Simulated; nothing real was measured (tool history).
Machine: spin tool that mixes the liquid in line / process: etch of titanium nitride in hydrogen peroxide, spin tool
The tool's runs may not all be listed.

run  hour  temperature setpoint of the liquid (C)  concentration of hydrogen peroxide in the mixed liquid (% by weight)  time under the liquid (s)  thickness taken off the titanium nitride on a monitor wafer (angstrom)
  1     0                                      54                                                                    20                        275                                                                  94.264
  2   5.5                                      54                                                                    24                        275                                                                  97.931
  3   7.4                                    58.5                                                                    24                        275                                                                   135.1
  4  11.6                                    58.5                                                                  27.5                        275                                                                  138.41
  5  18.2                                    58.5                                                                  24.5                        275                                                                  134.46
  6  26.9                                      55                                                                  24.5                        275                                                                  106.55

Run 7 has not been measured yet. What should we expect?
  7  31.4                                      50                                                                  24.5                        275                                                                       ?

{"run 7": {"thickness taken off the titanium nitride on a monitor wafer (angstrom)": 74.134}}
